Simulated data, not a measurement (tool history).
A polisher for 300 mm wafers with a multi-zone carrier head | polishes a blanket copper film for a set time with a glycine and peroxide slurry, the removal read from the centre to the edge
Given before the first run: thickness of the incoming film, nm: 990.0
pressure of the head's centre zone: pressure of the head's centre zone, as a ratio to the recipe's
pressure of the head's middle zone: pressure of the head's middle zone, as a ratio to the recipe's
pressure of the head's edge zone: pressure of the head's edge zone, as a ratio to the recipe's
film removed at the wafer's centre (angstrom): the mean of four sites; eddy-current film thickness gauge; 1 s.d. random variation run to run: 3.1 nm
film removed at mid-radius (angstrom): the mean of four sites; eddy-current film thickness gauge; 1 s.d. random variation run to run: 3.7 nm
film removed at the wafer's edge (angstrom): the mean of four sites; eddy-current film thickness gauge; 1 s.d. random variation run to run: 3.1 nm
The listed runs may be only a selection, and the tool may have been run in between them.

run	hour	flow of slurry (ml/min)	pressure of the head's centre zone	pressure of the head's middle zone	pressure of the head's edge zone	polishing time (s)	film removed at the wafer's centre (angstrom)	film removed at mid-radius (angstrom)	film removed at the wafer's edge (angstrom)
1	0.0	305	1.00	1.00	1.00	33	2143.1	2147.2	2103.9
2	3.0	260	1.00	1.00	1.00	33	2110.8	2132.9	2078.6
3	7.1	260	1.00	1.05	1.00	33	2105.9	2158.2	2141.5
4	12.7	260	1.00	0.97	1.00	33	2104.0	2041.3	2152.4
5	13.4	260	1.00	0.89	1.00	33	2117.8	1864.3	2117.2
6	19.1	260	1.00	0.95	1.00	33	2085.7	1986.0	2130.2
7	22.4	310	1.10	1.05	1.01	43	3061.4	2872.9	2818.7
8	28.5	315	1.12	1.05	1.01	43	3079.7	2850.7	2833.4
9	34.3	320	1.14	1.06	1.00	43	3076.9	2883.8	2798.9

Run 10, settings as shown, results not yet in. Your forecast:
10	38.8	325	1.15	1.05	0.99	43	?	?	?

Run 10 produced film removed at the wafer's centre (angstrom) 3140.8, film removed at mid-radius (angstrom) 2865.3, film removed at the wafer's edge (angstrom) 2720.4.
